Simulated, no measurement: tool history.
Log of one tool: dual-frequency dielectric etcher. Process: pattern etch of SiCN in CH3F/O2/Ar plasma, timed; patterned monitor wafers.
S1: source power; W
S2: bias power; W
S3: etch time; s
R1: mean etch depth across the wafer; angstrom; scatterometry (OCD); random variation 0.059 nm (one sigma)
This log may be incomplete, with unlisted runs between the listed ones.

Run 1, day 0: S1 530 W, S2 66 W, S3 44 s. Result: R1 183.46 angstrom.
Run 2, day 0.146: S1 500 W, S2 65 W, S3 44 s. Result: R1 175.63 angstrom.
Run 3, day 0.462: S1 500 W, S2 65 W, S3 44 s. Result: R1 176.22 angstrom.
Run 4, day 0.812: S1 500 W, S2 71 W, S3 44 s. Result: R1 183.01 angstrom.
Run 5, day 1.008: S1 500 W, S2 71 W, S3 44 s. Result: R1 182.86 angstrom.
Run 6, day 1.362: S1 480 W, S2 71 W, S3 44 s. Result: R1 178 angstrom.

What will run 7 give?
At day 1.421: bias power generator calibrated.
Run 7, day 1.421: S1 470 W, S2 71 W, S3 44 s. Result: R1 ?.

R1: 178.54 angstrom
